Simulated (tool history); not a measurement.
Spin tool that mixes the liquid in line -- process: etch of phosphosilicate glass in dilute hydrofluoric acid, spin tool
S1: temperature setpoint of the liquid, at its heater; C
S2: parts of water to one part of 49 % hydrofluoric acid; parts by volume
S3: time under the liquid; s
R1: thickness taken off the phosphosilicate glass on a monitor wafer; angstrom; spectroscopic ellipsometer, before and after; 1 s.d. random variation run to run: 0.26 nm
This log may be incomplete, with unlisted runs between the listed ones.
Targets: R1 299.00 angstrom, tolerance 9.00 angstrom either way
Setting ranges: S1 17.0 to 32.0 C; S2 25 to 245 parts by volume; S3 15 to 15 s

run,day,S1,S2,S3,R1
1,0.000,24.0,135,15,223.38
2,0.250,26.0,135,15,240.82
3,0.579,26.0,135,15,246.11
4,0.612,26.0,135,15,241.90
5,0.717,26.0,180,15,170.53
6,0.896,26.0,180,15,175.77
7,1.058,27.5,170,15,196.74
8,1.425,31.5,125,15,328.38
9,1.696,31.0,125,15,317.20

Pick the move, out of 4, that brings all results within their allowed miss; only one does.
A,1.967,32.0,130,15,?
B,1.967,29.5,135,15,?
C,1.967,32.0,135,15,?
D,1.967,26.0,120,15,?

move,R1
A,312.97
B,273.43
C,299.27
D,275.08
A: better than the last run, though not everything is in spec
B: moves the result that the last run missed by most past its target, out the other side
C: in spec on every target
D: moves the result that the last run missed by most past its target, out the other side
So the answer is move C, the one that meets all the targets.
